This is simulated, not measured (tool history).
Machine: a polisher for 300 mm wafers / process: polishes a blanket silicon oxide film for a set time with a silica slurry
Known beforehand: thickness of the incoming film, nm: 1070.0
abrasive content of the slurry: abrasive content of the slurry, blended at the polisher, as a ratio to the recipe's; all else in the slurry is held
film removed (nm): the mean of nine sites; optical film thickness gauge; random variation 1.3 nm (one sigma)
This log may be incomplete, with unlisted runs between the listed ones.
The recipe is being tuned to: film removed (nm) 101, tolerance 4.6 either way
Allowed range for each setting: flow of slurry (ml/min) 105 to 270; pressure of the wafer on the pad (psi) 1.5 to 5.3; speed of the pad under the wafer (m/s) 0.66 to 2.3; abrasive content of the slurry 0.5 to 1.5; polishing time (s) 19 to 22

run	hour	flow of slurry (ml/min)	pressure of the wafer on the pad (psi)	speed of the pad under the wafer (m/s)	abrasive content of the slurry	polishing time (s)	film removed (nm)
1	0	175	3.4	1.46	1	22	51.769
2	6	175	3.4	1.46	0.9	22	47.349
3	8.5	175	4	1.58	0.9	22	55.553
4	13.4	215	4	1.58	0.9	22	58.209
5	21.8	215	4.5	1.58	0.9	22	63.561
6	28.7	180	4.5	1.58	0.9	22	62.799
7	33.9	180	4.8	1.78	0.9	22	72.552
8	42.8	180	5	1.94	0.9	22	80.672
# hour 45.6: conditioning disc replaced and pad reconditioned
9	45.6	180	5.1	2.06	0.9	22	144.38
10	51.8	165	5	2.02	0.9	22	136.67

4 candidate next runs follow, results not yet known. Just one meets every target within its allowed miss. Identify it.
A	58	160	4.5	1.92	0.85	22	?
B	58	165	4.9	1.82	0.65	22	?
C	58	175	5.3	1.48	1.2	20	?
D	58	215	3.7	1.98	0.95	19	?

move	film removed (nm)
A	114.69
B	103.19
C	118.78
D	92.888
A: better than the last run, though not everything is in spec
B: each result inside its tolerance
C: better than the last run, though not everything is in spec
D: carries the result that was furthest off beyond its target, to the other side
B meets every target.
